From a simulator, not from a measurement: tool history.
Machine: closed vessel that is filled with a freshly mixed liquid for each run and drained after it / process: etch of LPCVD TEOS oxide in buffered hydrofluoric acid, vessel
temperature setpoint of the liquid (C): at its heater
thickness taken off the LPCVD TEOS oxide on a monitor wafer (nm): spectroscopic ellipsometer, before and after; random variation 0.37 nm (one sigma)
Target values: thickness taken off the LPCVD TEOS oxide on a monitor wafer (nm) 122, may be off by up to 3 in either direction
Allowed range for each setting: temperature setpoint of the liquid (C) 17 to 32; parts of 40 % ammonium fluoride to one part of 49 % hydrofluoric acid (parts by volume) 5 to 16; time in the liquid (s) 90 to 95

run  hour  temperature setpoint of the liquid (C)  parts of 40 % ammonium fluoride to one part of 49 % hydrofluoric acid (parts by volume)  time in the liquid (s)  thickness taken off the LPCVD TEOS oxide on a monitor wafer (nm)
  1     0                                      24                                                                                      9.5                      90                                                            167.66
  2   5.9                                      24                                                                                      9.5                      95                                                            176.63
  3  13.3                                      24                                                                                      9.5                      90                                                            167.07
  4  21.3                                      24                                                                                       12                      90                                                            138.51
  5  23.3                                    23.5                                                                                       12                      90                                                            134.87
  6  28.5                                    23.5                                                                                      9.5                      90                                                            163.02
  7  32.3                                    23.5                                                                                      9.5                      90                                                            163.98
  8  40.1                                    19.5                                                                                      9.5                      90                                                            130.37
     47.3  -- hydrofluoric acid flow meter replaced
  9  47.3                                      18                                                                                      9.5                      90                                                            116.87

Exercise: of the 5 proposed moves below, exactly one satisfies all targets within the stated allowed misses. Which move is it?
  A  54.5                                      19                                                                                     10.5                      90                                                                 ?
  B  54.5                                    17.5                                                                                       10                      95                                                                 ?
  C  54.5                                      17                                                                                        9                      90                                                                 ?
  D  54.5                                      23                                                                                       14                      95                                                                 ?
  E  54.5                                    18.5                                                                                       10                      95                                                                 ?

move  thickness taken off the LPCVD TEOS oxide on a monitor wafer (nm)
   A                                                            113.58
   B                                                            115.48
   C                                                            113.63
   D                                                            113.05
   E                                                            122.23
A: lands further from the targets than the last run did
B: lands further from the targets than the last run did
C: lands further from the targets than the last run did
D: lands further from the targets than the last run did
E: each result inside its tolerance
E is the move that brings every result within its allowed miss.
